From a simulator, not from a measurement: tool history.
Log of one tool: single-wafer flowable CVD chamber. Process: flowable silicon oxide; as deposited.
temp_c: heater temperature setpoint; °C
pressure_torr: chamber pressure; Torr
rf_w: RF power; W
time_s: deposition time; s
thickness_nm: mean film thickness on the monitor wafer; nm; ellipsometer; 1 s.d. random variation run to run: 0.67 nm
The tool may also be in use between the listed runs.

run,hour,temp_c,pressure_torr,rf_w,time_s,thickness_nm
1,0,105,1.01,2535,203,152.48
2,5.8,105,1.01,2775,203,153.37
3,8.9,101,1.01,2775,203,175.77
4,11.6,101,1.01,2775,203,175.53
5,16.4,101,1.12,2775,203,192.32
6,19.8,101,1.24,2775,203,211.87
7,22.6,100,1.24,2775,203,217.83
8,27.2,99,1.24,2775,203,225.17

Run 9 comes next. What will it give?
9,31.9,98,1.24,2775,203,?

Logged for run 9: thickness_nm 232.47 nm.
